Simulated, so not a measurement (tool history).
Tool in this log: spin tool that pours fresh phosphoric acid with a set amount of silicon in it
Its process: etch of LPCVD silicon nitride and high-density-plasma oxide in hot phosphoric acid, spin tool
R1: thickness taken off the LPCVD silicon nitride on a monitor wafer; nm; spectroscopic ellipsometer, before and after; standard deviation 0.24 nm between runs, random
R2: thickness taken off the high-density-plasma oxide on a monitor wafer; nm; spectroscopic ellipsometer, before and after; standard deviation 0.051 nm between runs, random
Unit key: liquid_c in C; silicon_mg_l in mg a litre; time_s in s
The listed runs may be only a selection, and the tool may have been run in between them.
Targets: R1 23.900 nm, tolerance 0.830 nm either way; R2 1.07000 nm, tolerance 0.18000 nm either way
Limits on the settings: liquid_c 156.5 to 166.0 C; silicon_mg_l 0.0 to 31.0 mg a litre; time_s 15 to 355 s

Run 1, hour 0.0: liquid_c 161.0 C, silicon_mg_l 13.5 mg a litre, time_s 180 s. Result: R1 15.341 nm, R2 0.70675 nm.
Run 2, hour 4.5: liquid_c 161.5 C, silicon_mg_l 15.0 mg a litre, time_s 195 s. Result: R1 17.204 nm, R2 0.81319 nm.
Run 3, hour 12.8: liquid_c 161.5 C, silicon_mg_l 11.5 mg a litre, time_s 195 s. Result: R1 17.134 nm, R2 0.83054 nm.
Run 4, hour 21.0: liquid_c 161.5 C, silicon_mg_l 5.0 mg a litre, time_s 195 s. Result: R1 17.292 nm, R2 1.02650 nm.
Run 5, hour 29.0: liquid_c 162.0 C, silicon_mg_l 9.0 mg a litre, time_s 205 s. Result: R1 18.242 nm, R2 1.05560 nm.
Run 6, hour 34.5: liquid_c 162.0 C, silicon_mg_l 5.0 mg a litre, time_s 205 s. Result: R1 18.671 nm, R2 1.09400 nm.
Run 7, hour 36.4: liquid_c 162.5 C, silicon_mg_l 9.0 mg a litre, time_s 215 s. Result: R1 19.377 nm, R2 1.05710 nm.
Run 8, hour 38.1: liquid_c 162.5 C, silicon_mg_l 11.0 mg a litre, time_s 225 s. Result: R1 20.584 nm, R2 1.09450 nm.

Which single option among these 5 for the next run brings every result within its allowed miss of target? Just one does.
Run A, hour 39.8: liquid_c 161.5 C, silicon_mg_l 18.0 mg a litre, time_s 270 s. Result: R1 ?, R2 ?.
Run B, hour 39.8: liquid_c 163.5 C, silicon_mg_l 12.5 mg a litre, time_s 195 s. Result: R1 ?, R2 ?.
Run C, hour 39.8: liquid_c 163.0 C, silicon_mg_l 7.0 mg a litre, time_s 180 s. Result: R1 ?, R2 ?.
Run D, hour 39.8: liquid_c 160.0 C, silicon_mg_l 6.0 mg a litre, time_s 230 s. Result: R1 ?, R2 ?.
Run E, hour 39.8: liquid_c 163.0 C, silicon_mg_l 12.0 mg a litre, time_s 205 s. Result: R1 ?, R2 ?.

move      R1       R2
   A  23.739  1.00690
   B  18.322  0.96705
   C  16.635  0.97205
   D  19.232  1.01680
   E  18.945  0.99174
A: hits every target within its allowed miss
B: its largest miss is bigger than the last run's
C: its largest miss is bigger than the last run's
D: its largest miss is bigger than the last run's
E: its largest miss is bigger than the last run's
A meets every target.
